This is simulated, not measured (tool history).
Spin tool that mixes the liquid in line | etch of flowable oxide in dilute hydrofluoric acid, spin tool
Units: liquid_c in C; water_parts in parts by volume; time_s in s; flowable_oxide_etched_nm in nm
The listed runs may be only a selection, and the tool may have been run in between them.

run	hour	liquid_c	water_parts	time_s	flowable_oxide_etched_nm
1	0.0	20.0	110	45	23.325
2	3.9	22.0	90	45	31.804
3	4.9	18.5	90	45	27.618
4	6.5	20.5	75	45	36.337
5	8.3	20.5	75	50	40.587
6	15.8	22.0	70	50	46.353
7	19.5	23.5	65	50	53.190
8	22.2	24.5	60	50	61.018
9	28.7	25.5	60	50	63.555
10	34.5	26.0	60	50	65.654

Run 11 has not been measured yet. What should we expect?
# hour 42.3: thermometer replaced
11	42.3	28.0	55	50	?

flowable_oxide_etched_nm: 81.995 nm

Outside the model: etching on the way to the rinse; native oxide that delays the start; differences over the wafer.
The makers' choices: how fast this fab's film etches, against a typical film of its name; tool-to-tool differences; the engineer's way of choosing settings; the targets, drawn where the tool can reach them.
